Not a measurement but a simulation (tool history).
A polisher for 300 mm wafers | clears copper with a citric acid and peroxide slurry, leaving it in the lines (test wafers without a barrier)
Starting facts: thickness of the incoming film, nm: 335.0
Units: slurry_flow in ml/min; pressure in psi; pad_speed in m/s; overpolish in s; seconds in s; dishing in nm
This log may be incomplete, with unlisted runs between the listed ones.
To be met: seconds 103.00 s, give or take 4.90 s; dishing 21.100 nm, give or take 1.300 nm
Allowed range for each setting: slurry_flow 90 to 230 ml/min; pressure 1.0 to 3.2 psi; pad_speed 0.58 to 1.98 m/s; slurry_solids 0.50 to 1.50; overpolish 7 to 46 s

run,hour,slurry_flow,pressure,pad_speed,slurry_solids,overpolish,seconds,dishing
1,0.0,150,2.1,1.28,1.00,24,170.96,33.246
2,4.8,150,2.4,1.28,1.00,24,158.88,35.279
3,9.4,150,2.4,1.28,1.00,21,155.93,30.922
4,15.8,150,2.4,1.28,1.00,12,151.49,19.046
5,21.0,150,2.4,1.28,1.00,8,154.16,13.043
6,21.8,150,2.4,1.28,0.85,8,158.36,12.781
7,24.3,160,3.0,1.36,0.85,12,122.24,23.138
# hour 28.0: head pressure recalibrated
8,28.0,160,3.1,1.40,0.85,11,107.47,24.532

Pick the move, out of 4, that brings all results within their allowed miss; only one does.
A,31.7,130,3.1,1.30,0.90,10,?,?
B,31.7,170,3.1,1.34,0.95,12,?,?
C,31.7,170,3.2,1.50,0.70,11,?,?
D,31.7,170,2.8,1.66,0.50,9,?,?

move,seconds,dishing
A,119.31,20.898
B,109.60,26.742
C,100.29,26.803
D,105.97,21.107
A: the worst result of the last run now meets its target, but another is out of spec
B: the biggest miss grows against the last run
C: the biggest miss grows against the last run
D: meets every target
Go with D: it meets all targets.

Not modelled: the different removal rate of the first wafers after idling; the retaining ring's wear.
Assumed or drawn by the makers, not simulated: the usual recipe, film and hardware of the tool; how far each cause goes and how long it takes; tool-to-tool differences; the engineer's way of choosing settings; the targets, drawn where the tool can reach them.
